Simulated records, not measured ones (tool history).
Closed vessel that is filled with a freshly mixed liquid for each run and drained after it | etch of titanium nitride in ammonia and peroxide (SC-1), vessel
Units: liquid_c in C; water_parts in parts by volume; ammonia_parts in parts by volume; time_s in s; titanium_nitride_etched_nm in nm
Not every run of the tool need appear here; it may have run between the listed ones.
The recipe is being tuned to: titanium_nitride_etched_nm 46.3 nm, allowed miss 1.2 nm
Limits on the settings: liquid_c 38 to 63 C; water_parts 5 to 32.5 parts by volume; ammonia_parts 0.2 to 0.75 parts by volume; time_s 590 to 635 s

run	day	liquid_c	water_parts	ammonia_parts	time_s	titanium_nitride_etched_nm
1	0	47	18	0.45	590	17.496
2	0.225	53	18	0.45	590	26.737
3	0.462	53	18	0.45	635	28.676
4	0.517	54	18	0.45	635	30.785
5	0.642	54	22.5	0.45	635	27.15
6	0.792	61	22.5	0.45	635	43.63
# day 0.954: thermometer replaced
7	0.954	61.5	22.5	0.45	635	51.325
8	1.025	61	22.5	0.45	635	49.658

Which of these 4 next moves meets every target?
A	1.096	60.5	21	0.45	635	?
B	1.096	62	25.5	0.35	620	?
C	1.096	63	22.5	0.3	590	?
D	1.096	63	25	0.3	635	?

move	titanium_nitride_etched_nm
A	49.745
B	45.74
C	48.399
D	49.06
A: just as far off the targets as the last run
B: all results land within tolerance of their targets
C: closer than the last run, but not yet in spec
D: closer than the last run, but not yet in spec
Go with B: it meets all targets.
